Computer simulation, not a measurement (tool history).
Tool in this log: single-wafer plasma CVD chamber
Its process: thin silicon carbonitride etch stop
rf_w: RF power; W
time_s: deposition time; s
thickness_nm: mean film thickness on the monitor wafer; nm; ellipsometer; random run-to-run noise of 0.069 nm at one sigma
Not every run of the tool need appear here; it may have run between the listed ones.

run	hour	rf_w	time_s	thickness_nm
1	0	230	25.1	13.802
2	4.1	230	28.4	15.509
3	5	255	28.4	16.008
4	11.8	255	30.7	17.477
5	12.9	245	29.7	16.626
6	14.4	235	28.9	16.01
7	22.9	230	28.1	15.365
8	23.7	220	27.5	14.908
9	28.7	220	27.5	14.87
10	34.2	215	27	14.603
11	36.7	210	26.5	14.171
12	41.2	205	26.2	13.976

What will run 13 give?
13	44.6	200	25.9	?

{"run 13": {"thickness_nm": 13.619}}

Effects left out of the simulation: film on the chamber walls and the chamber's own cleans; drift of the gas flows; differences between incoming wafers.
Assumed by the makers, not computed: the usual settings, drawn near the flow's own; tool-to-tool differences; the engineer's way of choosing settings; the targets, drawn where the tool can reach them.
